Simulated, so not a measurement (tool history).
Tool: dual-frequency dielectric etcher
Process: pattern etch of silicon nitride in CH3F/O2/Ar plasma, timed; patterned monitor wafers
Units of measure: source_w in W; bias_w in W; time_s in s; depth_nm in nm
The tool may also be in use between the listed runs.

{"run": 1, "day": 0.0, "source_w": 400, "bias_w": 101, "time_s": 59.5, "depth_nm": 46.609}
{"run": 2, "day": 0.046, "source_w": 370, "bias_w": 99, "time_s": 59.5, "depth_nm": 45.696}
{"run": 3, "day": 0.396, "source_w": 350, "bias_w": 95, "time_s": 59.5, "depth_nm": 43.501}
{"run": 4, "day": 0.554, "source_w": 340, "bias_w": 94, "time_s": 59.5, "depth_nm": 42.966}
{"run": 5, "day": 0.854, "source_w": 330, "bias_w": 93, "time_s": 59.5, "depth_nm": 42.487}
{"run": 6, "day": 0.996, "source_w": 330, "bias_w": 93, "time_s": 62.0, "depth_nm": 43.943}
{"run": 7, "day": 1.338, "source_w": 320, "bias_w": 92, "time_s": 62.0, "depth_nm": 43.916}
{"run": 8, "day": 1.658, "source_w": 260, "bias_w": 78, "time_s": 61.5, "depth_nm": 38.064}
{"run": 9, "day": 1.879, "source_w": 270, "bias_w": 78, "time_s": 61.5, "depth_nm": 38.43}

Run 10, settings as shown, results not yet in. Your forecast:
{"run": 10, "day": 1.908, "source_w": 280, "bias_w": 78, "time_s": 61.5, "depth_nm": "?"}

Run 10 yielded depth_nm 39.057 nm.
